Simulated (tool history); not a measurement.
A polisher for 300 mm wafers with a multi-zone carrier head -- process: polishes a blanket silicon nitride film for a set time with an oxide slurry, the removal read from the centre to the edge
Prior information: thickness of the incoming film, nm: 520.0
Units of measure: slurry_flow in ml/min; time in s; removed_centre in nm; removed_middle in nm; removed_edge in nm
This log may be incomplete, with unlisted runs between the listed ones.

run 1 hour=0.0 | slurry_flow=235 centre_zone=1.00 middle_zone=1.00 edge_zone=1.00 slurry_solids=1.00 time=69 | removed_centre=36.532 removed_middle=37.576 removed_edge=38.506
run 2 hour=0.9 | slurry_flow=215 centre_zone=1.00 middle_zone=1.00 edge_zone=1.00 slurry_solids=1.00 time=69 | removed_centre=36.555 removed_middle=37.405 removed_edge=37.982
run 3 hour=8.4 | slurry_flow=190 centre_zone=1.00 middle_zone=1.00 edge_zone=1.00 slurry_solids=1.00 time=69 | removed_centre=35.977 removed_middle=35.529 removed_edge=37.976
run 4 hour=12.0 | slurry_flow=195 centre_zone=1.02 middle_zone=1.01 edge_zone=1.02 slurry_solids=1.05 time=69 | removed_centre=37.348 removed_middle=37.722 removed_edge=39.580
-- hour=17.7 worn pad replaced by a new one
run 5 hour=17.7 | slurry_flow=200 centre_zone=1.04 middle_zone=1.01 edge_zone=1.03 slurry_solids=1.10 time=69 | removed_centre=43.123 removed_middle=41.808 removed_edge=43.177
run 6 hour=20.3 | slurry_flow=210 centre_zone=1.04 middle_zone=1.01 edge_zone=1.04 slurry_solids=1.10 time=69 | removed_centre=43.221 removed_middle=42.483 removed_edge=43.823
run 7 hour=28.8 | slurry_flow=220 centre_zone=1.04 middle_zone=1.01 edge_zone=1.04 slurry_solids=1.10 time=69 | removed_centre=43.732 removed_middle=42.321 removed_edge=44.200
run 8 hour=32.4 | slurry_flow=230 centre_zone=1.04 middle_zone=1.01 edge_zone=1.04 slurry_solids=1.10 time=69 | removed_centre=44.026 removed_middle=42.221 removed_edge=45.978
run 9 hour=41.1 | slurry_flow=235 centre_zone=1.05 middle_zone=1.02 edge_zone=1.03 slurry_solids=1.10 time=69 | removed_centre=44.724 removed_middle=41.604 removed_edge=43.508
run 10 hour=42.2 | slurry_flow=240 centre_zone=1.05 middle_zone=1.03 edge_zone=1.04 slurry_solids=1.10 time=69 | removed_centre=44.720 removed_middle=42.979 removed_edge=45.349
run 11 hour=49.8 | slurry_flow=250 centre_zone=1.05 middle_zone=1.04 edge_zone=1.04 slurry_solids=1.10 time=69 | removed_centre=44.326 removed_middle=43.701 removed_edge=45.505

What will run 12 give?
run 12 hour=56.1 | slurry_flow=275 centre_zone=1.14 middle_zone=1.11 edge_zone=1.08 slurry_solids=1.20 time=69 | removed_centre=? removed_middle=? removed_edge=?

Run 12 gave removed_centre 51.681 nm, removed_middle 49.691 nm, removed_edge 49.116 nm.
